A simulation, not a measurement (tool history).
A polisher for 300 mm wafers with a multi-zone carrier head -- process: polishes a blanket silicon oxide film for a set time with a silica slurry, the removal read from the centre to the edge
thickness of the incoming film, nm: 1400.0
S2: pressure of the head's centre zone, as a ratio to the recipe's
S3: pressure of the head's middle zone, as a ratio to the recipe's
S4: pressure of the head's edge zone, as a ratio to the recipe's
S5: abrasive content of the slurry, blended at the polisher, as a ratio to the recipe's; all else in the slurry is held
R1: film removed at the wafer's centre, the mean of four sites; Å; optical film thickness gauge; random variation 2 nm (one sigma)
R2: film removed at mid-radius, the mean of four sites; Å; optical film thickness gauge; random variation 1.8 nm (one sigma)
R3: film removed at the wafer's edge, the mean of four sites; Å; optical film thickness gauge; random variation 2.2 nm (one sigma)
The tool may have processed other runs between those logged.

{"run": 1, "hour": 0.0, "flow of slurry (ml/min)": 265, "S2": 1, "S3": 1, "S4": 1, "S5": 1, "polishing time (s)": 80, "R1": 2117.5, "R2": 2117.2, "R3": 2170.3}
{"run": 2, "hour": 0.6, "flow of slurry (ml/min)": 265, "S2": 1, "S3": 1, "S4": 1, "S5": 1.2, "polishing time (s)": 80, "R1": 2290.4, "R2": 2293, "R3": 2344}
{"run": 3, "hour": 5.4, "flow of slurry (ml/min)": 265, "S2": 1.05, "S3": 1, "S4": 1, "S5": 1.2, "polishing time (s)": 80, "R1": 2387.1, "R2": 2251.2, "R3": 2373.8}
{"run": 4, "hour": 6.6, "flow of slurry (ml/min)": 265, "S2": 1.13, "S3": 1, "S4": 1, "S5": 1.2, "polishing time (s)": 80, "R1": 2565.2, "R2": 2327.4, "R3": 2307.7}
{"run": 5, "hour": 12.1, "flow of slurry (ml/min)": 265, "S2": 1.12, "S3": 1, "S4": 0.98, "S5": 1.05, "polishing time (s)": 79, "R1": 2345.7, "R2": 2169.4, "R3": 2233.2}
{"run": 6, "hour": 14.7, "flow of slurry (ml/min)": 295, "S2": 1.14, "S3": 1.02, "S4": 0.98, "S5": 1, "polishing time (s)": 73, "R1": 2278.9, "R2": 1971.2, "R3": 2010.8}
{"run": 7, "hour": 22.8, "flow of slurry (ml/min)": 290, "S2": 1.13, "S3": 1.06, "S4": 0.97, "S5": 0.9, "polishing time (s)": 71, "R1": 2053.5, "R2": 1930.1, "R3": 1871.2}
{"run": 8, "hour": 29.2, "flow of slurry (ml/min)": 295, "S2": 1.13, "S3": 1.07, "S4": 0.96, "S5": 0.8, "polishing time (s)": 70, "R1": 1945.1, "R2": 1832.2, "R3": 1769.2}
{"hour": 35.0, "done": "edge zone pressure recalibrated"}
{"run": 9, "hour": 35.0, "flow of slurry (ml/min)": 280, "S2": 1.09, "S3": 1.07, "S4": 0.86, "S5": 0.6, "polishing time (s)": 69, "R1": 1613.8, "R2": 1570.4, "R3": 1383.3}

Forecast run 10:
{"run": 10, "hour": 35.7, "flow of slurry (ml/min)": 290, "S2": 1.1, "S3": 1.07, "S4": 0.88, "S5": 0.6, "polishing time (s)": 69, "R1": "?", "R2": "?", "R3": "?"}

{"run 10": {"R1": 1623.3, "R2": 1587.7, "R3": 1413.8}}
